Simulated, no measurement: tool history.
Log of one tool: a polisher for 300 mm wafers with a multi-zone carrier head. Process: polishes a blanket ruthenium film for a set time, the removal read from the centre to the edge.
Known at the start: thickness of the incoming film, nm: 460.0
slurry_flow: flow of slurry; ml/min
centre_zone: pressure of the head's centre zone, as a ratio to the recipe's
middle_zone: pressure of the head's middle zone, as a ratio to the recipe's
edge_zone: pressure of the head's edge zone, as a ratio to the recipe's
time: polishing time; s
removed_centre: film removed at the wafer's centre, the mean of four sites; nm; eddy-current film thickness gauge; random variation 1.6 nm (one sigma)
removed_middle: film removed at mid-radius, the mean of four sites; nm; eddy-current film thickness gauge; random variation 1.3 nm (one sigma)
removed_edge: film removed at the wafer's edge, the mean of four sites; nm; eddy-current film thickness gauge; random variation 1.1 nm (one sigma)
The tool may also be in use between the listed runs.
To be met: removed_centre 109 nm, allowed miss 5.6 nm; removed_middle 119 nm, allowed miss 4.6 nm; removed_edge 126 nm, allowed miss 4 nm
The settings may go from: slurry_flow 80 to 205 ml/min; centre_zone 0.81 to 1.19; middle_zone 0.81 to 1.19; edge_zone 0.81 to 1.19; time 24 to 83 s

| run | hour | slurry_flow | centre_zone | middle_zone | edge_zone | time | removed_centre | removed_middle | removed_edge |
|---|---|---|---|---|---|---|---|---|---|
| 1 | 0 | 135 | 1 | 1 | 1 | 53 | 81.427 | 86.188 | 88.584 |
| 2 | 7.3 | 140 | 1 | 1.01 | 1.04 | 56 | 91.449 | 94.022 | 97.179 |
| 3 | 13 | 140 | 1.05 | 1.01 | 1.04 | 56 | 91.412 | 95.215 | 96.168 |
| 4 | 14.6 | 145 | 1.01 | 1.03 | 1.08 | 58 | 93.505 | 100.26 | 102.41 |
| 5 | 18.4 | 145 | 1.08 | 1.03 | 1.08 | 58 | 97.13 | 98.801 | 102.88 |
| 6 | 22.2 | 145 | 1.08 | 1.03 | 1.14 | 58 | 99.823 | 99.857 | 104.69 |
| 7 | 25.5 | 145 | 1.08 | 1.03 | 1.14 | 58 | 97.094 | 98.986 | 106.89 |
|  | 28.8 | centre zone pressure recalibrated |
| 8 | 28.8 | 145 | 1.08 | 1.03 | 1.14 | 58 | 102.4 | 98.589 | 106.1 |
| 9 | 35.1 | 150 | 1.04 | 1.04 | 1.15 | 60 | 106.13 | 102.93 | 111.11 |
| 10 | 36.8 | 135 | 1.03 | 1.06 | 1.16 | 62 | 101.94 | 105.22 | 112.33 |
| 11 | 42.3 | 140 | 1 | 1.07 | 1.17 | 63 | 102.67 | 109.53 | 116.15 |
| 12 | 50.5 | 145 | 0.99 | 1.07 | 1.18 | 64 | 105.92 | 111.55 | 121.13 |
| 13 | 56.8 | 150 | 0.98 | 1.08 | 1.18 | 64 | 105.48 | 113.66 | 118.87 |

Which of these 4 next moves meets every target?
| A | 63.1 | 160 | 0.92 | 1.07 | 1.17 | 67 | ? | ? | ? |
| B | 63.1 | 205 | 0.99 | 1.14 | 1.07 | 65 | ? | ? | ? |
| C | 63.1 | 80 | 0.81 | 0.93 | 1.19 | 77 | ? | ? | ? |
| D | 63.1 | 140 | 0.94 | 1.19 | 1.18 | 65 | ? | ? | ? |

| move | removed_centre | removed_middle | removed_edge |
|---|---|---|---|
| A | 110.74 | 117.72 | 124.77 |
| B | 118.7 | 123.26 | 119.05 |
| C | 93.471 | 103.93 | 127.45 |
| D | 105.99 | 118.26 | 119.18 |
A: meets every target
B: as far off as the last run
C: brings the result that was furthest off to its target, and leaves another outside
D: as far off as the last run
Move A is the one to make.
